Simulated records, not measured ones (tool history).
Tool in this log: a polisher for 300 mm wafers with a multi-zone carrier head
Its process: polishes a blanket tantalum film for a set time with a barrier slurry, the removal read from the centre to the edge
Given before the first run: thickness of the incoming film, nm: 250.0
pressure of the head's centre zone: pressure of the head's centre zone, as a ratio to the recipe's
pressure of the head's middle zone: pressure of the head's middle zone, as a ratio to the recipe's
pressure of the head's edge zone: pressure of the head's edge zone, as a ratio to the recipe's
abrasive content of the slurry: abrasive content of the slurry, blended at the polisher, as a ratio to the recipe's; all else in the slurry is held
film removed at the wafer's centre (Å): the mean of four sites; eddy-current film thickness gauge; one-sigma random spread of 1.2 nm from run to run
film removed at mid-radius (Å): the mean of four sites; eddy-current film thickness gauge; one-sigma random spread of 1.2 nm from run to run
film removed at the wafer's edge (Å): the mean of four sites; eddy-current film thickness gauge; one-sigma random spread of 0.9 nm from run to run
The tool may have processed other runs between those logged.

run,day,flow of slurry (ml/min),pressure of the head's centre zone,pressure of the head's middle zone,pressure of the head's edge zone,abrasive content of the slurry,polishing time (s),film removed at the wafer's centre (Å),film removed at mid-radius (Å),film removed at the wafer's edge (Å)
1,0.000,250,1.00,1.00,1.00,1.00,75,504.21,522.64,519.77
2,0.229,255,1.01,1.02,1.01,1.10,78,557.68,572.07,572.77
3,0.362,255,1.01,1.02,1.01,1.10,93,679.28,689.16,679.94
4,0.467,255,1.01,1.02,1.01,1.10,104,742.86,772.31,751.31
5,0.796,255,1.01,1.02,1.01,1.10,117,851.68,864.15,833.08
# day 0.862: worn pad replaced by a new one
6,0.862,255,1.01,1.02,1.01,1.10,104,839.57,831.04,842.43
7,1.154,250,1.01,1.02,0.99,1.10,104,833.88,845.80,838.74
8,1.288,260,1.01,1.03,0.99,1.10,104,845.95,865.47,813.86

Estimate the outcome of run 9 from the log above:
9,1.579,265,1.00,1.03,1.00,1.05,104,?,?,?

{"run 9": {"film removed at the wafer's centre (Å)": 835.89, "film removed at mid-radius (Å)": 869.44, "film removed at the wafer's edge (Å)": 819.3}}
